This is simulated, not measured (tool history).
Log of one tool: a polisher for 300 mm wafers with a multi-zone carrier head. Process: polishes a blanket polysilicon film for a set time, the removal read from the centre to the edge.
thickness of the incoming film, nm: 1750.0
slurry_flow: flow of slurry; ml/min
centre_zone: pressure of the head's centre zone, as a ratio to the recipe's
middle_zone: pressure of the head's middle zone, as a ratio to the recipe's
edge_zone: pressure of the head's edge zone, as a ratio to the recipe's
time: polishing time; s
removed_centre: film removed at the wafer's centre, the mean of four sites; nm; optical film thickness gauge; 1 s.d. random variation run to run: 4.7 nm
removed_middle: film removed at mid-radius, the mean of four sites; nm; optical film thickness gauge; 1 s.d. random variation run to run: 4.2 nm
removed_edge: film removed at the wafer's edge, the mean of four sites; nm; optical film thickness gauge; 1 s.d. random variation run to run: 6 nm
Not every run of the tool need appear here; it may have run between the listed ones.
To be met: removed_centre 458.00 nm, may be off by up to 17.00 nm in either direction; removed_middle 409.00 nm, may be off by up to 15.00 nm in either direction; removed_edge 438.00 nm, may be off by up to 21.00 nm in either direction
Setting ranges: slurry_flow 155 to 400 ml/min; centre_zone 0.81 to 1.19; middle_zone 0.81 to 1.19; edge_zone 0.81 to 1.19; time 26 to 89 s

run,hour,slurry_flow,centre_zone,middle_zone,edge_zone,time,removed_centre,removed_middle,removed_edge
1,0.0,255,1.00,1.00,1.00,57,647.05,682.36,676.06
2,2.7,255,1.00,1.00,1.00,66,766.25,779.35,796.87
3,9.3,255,1.07,1.00,1.00,66,828.69,797.71,781.21
4,10.9,250,1.07,0.95,0.98,57,688.02,647.05,678.02
5,16.7,255,1.09,0.93,0.97,50,634.80,560.03,579.46
6,19.9,260,1.07,0.91,0.96,46,566.74,507.66,543.65
7,20.8,265,1.07,0.90,0.94,43,530.75,470.42,496.49
8,23.2,265,1.05,0.88,0.91,42,510.57,459.64,472.44
9,29.0,265,1.04,0.86,0.91,41,497.15,436.77,457.67
10,36.7,260,1.02,0.85,0.91,41,484.36,436.03,470.63
11,43.2,260,1.01,0.84,0.90,41,478.26,427.65,463.69
12,45.0,260,1.00,0.83,0.89,41,474.40,421.25,459.70
# hour 48.6: worn pad replaced by a new one
13,48.6,260,0.99,0.83,0.88,41,517.00,458.06,513.92
14,53.4,230,1.06,0.89,0.98,40,534.11,471.76,538.87
15,57.3,260,1.05,0.88,0.97,40,537.81,476.19,526.99
16,65.8,245,1.05,0.88,0.95,40,542.29,474.07,517.56

Pick the move, out of 4, that brings all results within their allowed miss; only one does.
A,74.3,330,1.02,0.87,0.93,46,?,?,?
B,74.3,255,1.10,1.09,0.90,36,?,?,?
C,74.3,190,1.05,1.02,0.92,39,?,?,?
D,74.3,375,1.05,0.89,0.96,32,?,?,?

move,removed_centre,removed_middle,removed_edge
A,619.28,561.12,610.63
B,507.81,515.99,459.46
C,499.46,505.65,487.03
D,449.08,402.09,434.74
A: the biggest miss grows against the last run
B: the biggest miss grows against the last run
C: the biggest miss grows against the last run
D: hits every target within its allowed miss
Answer: D
